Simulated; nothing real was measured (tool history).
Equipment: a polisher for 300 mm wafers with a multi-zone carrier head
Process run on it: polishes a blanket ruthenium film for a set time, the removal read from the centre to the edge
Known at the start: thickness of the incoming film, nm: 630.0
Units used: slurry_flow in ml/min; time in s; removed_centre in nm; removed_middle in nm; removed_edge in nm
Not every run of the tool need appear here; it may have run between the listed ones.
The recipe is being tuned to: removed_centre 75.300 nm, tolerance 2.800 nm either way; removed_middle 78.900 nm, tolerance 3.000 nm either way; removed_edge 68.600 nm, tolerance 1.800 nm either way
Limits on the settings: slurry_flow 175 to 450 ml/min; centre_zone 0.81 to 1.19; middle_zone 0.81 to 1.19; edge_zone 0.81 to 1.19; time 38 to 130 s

run,hour,slurry_flow,centre_zone,middle_zone,edge_zone,time,removed_centre,removed_middle,removed_edge
1,0.0,290,1.00,1.00,1.00,84,87.827,84.562,83.623
2,4.1,265,1.00,1.00,1.00,84,86.174,84.110,83.537
3,8.9,265,1.00,0.95,1.00,84,85.859,82.945,84.338
4,10.2,265,1.00,0.95,1.00,65,66.292,63.126,66.052
5,11.1,270,1.00,0.99,0.99,66,68.498,65.729,65.442
6,19.0,270,1.00,0.99,0.99,57,58.847,58.167,57.203
7,20.1,275,1.01,1.02,1.00,60,61.572,61.914,60.636
8,23.6,280,1.03,1.05,1.00,62,65.773,64.207,62.834
9,26.0,330,1.02,1.15,0.92,71,74.956,83.477,69.266

Consider the 5 candidate settings below. Which is the only one whose results all fall within their allowed miss of target?
A,28.4,310,1.04,1.12,0.85,76,?,?,?
B,28.4,265,1.05,1.13,0.95,70,?,?,?
C,28.4,310,1.03,1.19,0.96,72,?,?,?
D,28.4,335,0.99,1.15,0.83,74,?,?,?
E,28.4,240,1.03,1.18,0.93,77,?,?,?

move,removed_centre,removed_middle,removed_edge
A,82.857,85.355,71.726
B,75.707,77.929,68.668
C,77.773,85.094,71.796
D,77.384,85.604,69.453
E,80.674,87.904,74.092
A: moves away from the targets compared with the last run
B: all results in spec
C: moves away from the targets compared with the last run
D: moves away from the targets compared with the last run
E: moves away from the targets compared with the last run
The move that meets every target is B.

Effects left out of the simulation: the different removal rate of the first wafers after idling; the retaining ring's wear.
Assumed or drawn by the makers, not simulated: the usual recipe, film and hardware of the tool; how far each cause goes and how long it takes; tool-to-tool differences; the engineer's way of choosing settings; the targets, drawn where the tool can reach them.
